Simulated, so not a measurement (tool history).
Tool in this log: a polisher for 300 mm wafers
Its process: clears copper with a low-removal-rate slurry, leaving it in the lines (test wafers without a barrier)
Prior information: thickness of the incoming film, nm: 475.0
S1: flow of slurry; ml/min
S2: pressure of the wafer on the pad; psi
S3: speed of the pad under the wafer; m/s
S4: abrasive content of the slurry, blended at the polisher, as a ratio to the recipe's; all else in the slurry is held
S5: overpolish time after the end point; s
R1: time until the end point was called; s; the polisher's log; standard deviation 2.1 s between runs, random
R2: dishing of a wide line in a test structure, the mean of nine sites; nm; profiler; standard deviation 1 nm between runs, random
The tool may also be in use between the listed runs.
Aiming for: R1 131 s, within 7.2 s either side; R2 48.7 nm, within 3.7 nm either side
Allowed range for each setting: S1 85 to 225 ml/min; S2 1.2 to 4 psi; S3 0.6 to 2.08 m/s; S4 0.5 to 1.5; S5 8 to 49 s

| run | day | S1 | S2 | S3 | S4 | S5 | R1 | R2 |
|---|---|---|---|---|---|---|---|---|
| 1 | 0 | 145 | 2.6 | 1.34 | 1 | 25 | 105.61 | 66.121 |
| 2 | 0.183 | 145 | 2.5 | 1.34 | 1 | 24 | 107.65 | 60.453 |
| 3 | 0.554 | 145 | 2.5 | 1.34 | 1 | 34 | 107.37 | 79.616 |
| 4 | 0.696 | 145 | 2.5 | 1.34 | 1 | 43 | 106.36 | 90.786 |
| 5 | 0.738 | 170 | 2.5 | 1.34 | 1 | 43 | 109.17 | 94.997 |
| 6 | 0.846 | 170 | 2.5 | 1.34 | 1 | 33 | 105.06 | 77.007 |
| 7 | 0.95 | 170 | 2.4 | 1.34 | 1 | 31 | 109.97 | 72.566 |
| 8 | 1.192 | 170 | 2.3 | 1.34 | 1 | 29 | 115.41 | 66.94 |
| 9 | 1.3 | 170 | 2.3 | 1.34 | 1 | 29 | 116.13 | 67.406 |
| 10 | 1.467 | 170 | 2.3 | 1.34 | 1 | 27 | 118.8 | 64.608 |
| 11 | 1.738 | 170 | 2.3 | 1.34 | 1 | 25 | 113.03 | 62.068 |
| 12 | 2.033 | 170 | 2.2 | 1.34 | 1 | 24 | 117.03 | 57.664 |
| 13 | 2.088 | 170 | 2.2 | 1.34 | 1 | 24 | 122.4 | 58.96 |
| 14 | 2.188 | 170 | 2.2 | 1.34 | 1 | 23 | 120.13 | 54.549 |
| 15 | 2.308 | 170 | 2.1 | 1.34 | 1 | 22 | 123.64 | 51.497 |

Of the 4 settings listed for the next run, only one would bring every result within its allowed miss of target. Which one?
| A | 2.429 | 215 | 1.9 | 1.6 | 1 | 19 | ? | ? |
| B | 2.429 | 160 | 1.9 | 1.4 | 0.9 | 22 | ? | ? |
| C | 2.429 | 180 | 2 | 1.32 | 1 | 27 | ? | ? |
| D | 2.429 | 175 | 2.3 | 1.32 | 1.1 | 22 | ? | ? |

| move | R1 | R2 |
|---|---|---|
| A | 110.98 | 49.535 |
| B | 133.1 | 48.151 |
| C | 130.19 | 57.835 |
| D | 114.71 | 55.035 |
A: moves away from the targets compared with the last run
B: in spec on every target
C: brings the last run's worst result on target, with another outside its allowed miss
D: moves away from the targets compared with the last run
Move B is the one to make.
